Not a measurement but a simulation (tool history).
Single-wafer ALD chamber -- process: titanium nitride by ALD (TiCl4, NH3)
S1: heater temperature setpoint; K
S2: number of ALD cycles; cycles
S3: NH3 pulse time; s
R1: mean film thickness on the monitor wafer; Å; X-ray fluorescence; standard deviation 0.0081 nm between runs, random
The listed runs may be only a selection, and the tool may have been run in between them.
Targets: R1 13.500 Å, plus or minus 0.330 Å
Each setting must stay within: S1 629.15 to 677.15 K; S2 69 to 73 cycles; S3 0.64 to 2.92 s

Run 1, day 0.000: S1 653.15 K, S2 73 cycles, S3 1.78 s. Result: R1 15.199 Å.
Run 2, day 0.267: S1 653.15 K, S2 73 cycles, S3 2.29 s. Result: R1 15.391 Å.
Run 3, day 0.583: S1 653.15 K, S2 73 cycles, S3 2.29 s. Result: R1 15.456 Å.
Run 4, day 0.938: S1 653.15 K, S2 69 cycles, S3 2.29 s. Result: R1 14.481 Å.
Run 5, day 1.112: S1 653.15 K, S2 69 cycles, S3 2.78 s. Result: R1 14.731 Å.
Run 6, day 1.425: S1 653.15 K, S2 69 cycles, S3 2.92 s. Result: R1 14.719 Å.
Run 7, day 1.554: S1 649.15 K, S2 69 cycles, S3 2.49 s. Result: R1 14.800 Å.
Run 8, day 1.771: S1 654.15 K, S2 69 cycles, S3 2.17 s. Result: R1 14.502 Å.
Run 9, day 2.079: S1 658.15 K, S2 69 cycles, S3 1.91 s. Result: R1 14.401 Å.
Run 10, day 2.442: S1 662.15 K, S2 69 cycles, S3 1.67 s. Result: R1 14.345 Å.
Run 11, day 2.750: S1 665.15 K, S2 69 cycles, S3 1.48 s. Result: R1 14.516 Å.
Run 12, day 2.829: S1 653.15 K, S2 69 cycles, S3 1.45 s. Result: R1 14.025 Å.
Run 13, day 2.946: S1 653.15 K, S2 69 cycles, S3 1.45 s. Result: R1 14.001 Å.
Run 14, day 3.204: S1 652.15 K, S2 69 cycles, S3 1.38 s. Result: R1 14.147 Å.
Run 15, day 3.350: S1 640.15 K, S2 69 cycles, S3 0.81 s. Result: R1 12.742 Å.
Run 16, day 3.592: S1 641.15 K, S2 70 cycles, S3 0.81 s. Result: R1 13.189 Å.

Which of these 4 next moves meets every target?
Run A, day 3.833: S1 634.15 K, S2 73 cycles, S3 0.68 s. Result: R1 ?.
Run B, day 3.833: S1 629.15 K, S2 69 cycles, S3 1.53 s. Result: R1 ?.
Run C, day 3.833: S1 629.15 K, S2 73 cycles, S3 0.66 s. Result: R1 ?.
Run D, day 3.833: S1 631.15 K, S2 69 cycles, S3 1.00 s. Result: R1 ?.

move      R1
   A  12.732
   B  13.421
   C  12.290
   D  12.738
A: the biggest miss grows against the last run
B: every result within its allowed miss
C: the biggest miss grows against the last run
D: the biggest miss grows against the last run
B is the move that brings every result within its allowed miss.
